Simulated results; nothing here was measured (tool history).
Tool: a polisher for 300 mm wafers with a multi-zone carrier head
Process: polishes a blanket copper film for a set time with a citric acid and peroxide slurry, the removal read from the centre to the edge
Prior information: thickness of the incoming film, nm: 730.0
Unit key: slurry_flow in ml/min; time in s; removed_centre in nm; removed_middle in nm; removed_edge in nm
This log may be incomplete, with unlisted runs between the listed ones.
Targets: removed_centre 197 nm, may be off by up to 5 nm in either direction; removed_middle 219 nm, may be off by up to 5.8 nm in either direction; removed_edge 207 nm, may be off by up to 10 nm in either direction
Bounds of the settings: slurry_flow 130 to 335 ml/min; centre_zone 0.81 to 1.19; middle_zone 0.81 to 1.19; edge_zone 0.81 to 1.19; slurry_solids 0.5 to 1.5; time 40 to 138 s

| run | hour | slurry_flow | centre_zone | middle_zone | edge_zone | slurry_solids | time | removed_centre | removed_middle | removed_edge |
|---|---|---|---|---|---|---|---|---|---|---|
| 1 | 0 | 215 | 1 | 1 | 1 | 1 | 88 | 132.3 | 135.55 | 132.49 |
| 2 | 4.6 | 220 | 1.01 | 1.02 | 1.03 | 1.1 | 92 | 141.71 | 146.46 | 143.5 |
| 3 | 7.9 | 230 | 1.02 | 1.04 | 1.05 | 1.15 | 95 | 150.86 | 156.6 | 153.01 |
| 4 | 8.4 | 240 | 1.03 | 1.06 | 1.07 | 1.2 | 97 | 158.54 | 168.62 | 158.03 |
| 5 | 11.1 | 190 | 1.03 | 1.06 | 1.07 | 1.2 | 97 | 152.84 | 158.81 | 158.89 |
| 6 | 12.4 | 190 | 1.03 | 1.06 | 1.07 | 1.3 | 97 | 152.19 | 161.71 | 158.45 |
| 7 | 18.4 | 250 | 1.08 | 1.14 | 1.17 | 1.5 | 115 | 211.89 | 227.49 | 206.86 |
| 8 | 24.9 | 240 | 1.07 | 1.14 | 1.17 | 1.5 | 115 | 207.04 | 222.41 | 205.12 |
| 9 | 28.5 | 235 | 1.06 | 1.14 | 1.17 | 1.5 | 115 | 205.86 | 226.22 | 210.75 |
| 10 | 36.9 | 230 | 1.06 | 1.14 | 1.17 | 1.5 | 115 | 203.58 | 221.39 | 209.45 |
|  | 45.3 | slurry nozzle cleaned |
| 11 | 45.3 | 225 | 1.05 | 1.15 | 1.16 | 1.5 | 115 | 220.12 | 243.36 | 224.07 |
| 12 | 50.6 | 235 | 1.04 | 1.14 | 1.17 | 1.5 | 115 | 223.56 | 239.65 | 223.1 |
| 13 | 58.7 | 225 | 1.05 | 1.14 | 1.16 | 1.5 | 115 | 222.16 | 238.48 | 221.91 |
| 14 | 64.2 | 230 | 1.05 | 1.14 | 1.17 | 1.45 | 116 | 223.05 | 238.87 | 225.92 |
| 15 | 71.9 | 230 | 1.05 | 1.14 | 1.17 | 1.45 | 116 | 225.81 | 240.01 | 220.99 |
| 16 | 77.3 | 230 | 1.05 | 1.14 | 1.17 | 1.45 | 116 | 223.89 | 241.06 | 218.9 |
| 17 | 78.2 | 225 | 1.06 | 1.14 | 1.14 | 1.45 | 116 | 222.82 | 243.19 | 214.27 |
| 18 | 79.7 | 225 | 1.05 | 1.14 | 1.14 | 1.45 | 115 | 220.39 | 235.9 | 214.99 |
| 19 | 88.4 | 240 | 1.04 | 1.14 | 1.15 | 1.45 | 114 | 218.34 | 237.17 | 214.4 |
| 20 | 90.2 | 230 | 1.04 | 1.14 | 1.15 | 1.45 | 113 | 216.11 | 232.9 | 213.74 |
| 21 | 91.9 | 215 | 1.04 | 1.14 | 1.15 | 1.45 | 112 | 212.2 | 229.13 | 203.35 |
| 22 | 96.4 | 230 | 1.05 | 1.14 | 1.14 | 1.45 | 112 | 218.03 | 231.76 | 211.8 |
| 23 | 105 | 215 | 1.05 | 1.14 | 1.14 | 1.45 | 113 | 216.6 | 231.93 | 219.06 |
| 24 | 112.2 | 180 | 1 | 1.12 | 1.05 | 1.35 | 113 | 195.52 | 216.54 | 195.5 |
| 25 | 113.7 | 180 | 1 | 1.12 | 1.06 | 1.35 | 113 | 192.03 | 221.94 | 193.96 |
| 26 | 121.8 | 180 | 1.01 | 1.03 | 1.15 | 1.5 | 114 | 204.3 | 213.54 | 211.29 |
| 27 | 129.1 | 180 | 1 | 1.03 | 1.14 | 1.5 | 114 | 202.72 | 211.94 | 213.66 |

Pick the move, out of 5, that brings all results within their allowed miss; only one does.
| A | 136.4 | 130 | 0.99 | 0.98 | 1.19 | 1.1 | 132 | ? | ? | ? |
| B | 136.4 | 160 | 1.01 | 1.11 | 1.15 | 1.5 | 114 | ? | ? | ? |
| C | 136.4 | 190 | 1.04 | 1.03 | 1.11 | 1.5 | 112 | ? | ? | ? |
| D | 136.4 | 140 | 1.06 | 0.99 | 1.17 | 1.05 | 130 | ? | ? | ? |
| E | 136.4 | 190 | 1.04 | 1.07 | 1.07 | 1.5 | 114 | ? | ? | ? |

| move | removed_centre | removed_middle | removed_edge |
|---|---|---|---|
| A | 197.6 | 201.82 | 215.74 |
| B | 198.61 | 219.28 | 203.83 |
| C | 208.39 | 208.83 | 201.64 |
| D | 210.82 | 202.1 | 211.13 |
| E | 212.17 | 219.57 | 201.37 |
A: misses by more than the last run did
B: in spec on every target
C: misses by more than the last run did
D: misses by more than the last run did
E: corrects the largest miss of the last run, while another result sits out of spec
B is the move that brings every result within its allowed miss.

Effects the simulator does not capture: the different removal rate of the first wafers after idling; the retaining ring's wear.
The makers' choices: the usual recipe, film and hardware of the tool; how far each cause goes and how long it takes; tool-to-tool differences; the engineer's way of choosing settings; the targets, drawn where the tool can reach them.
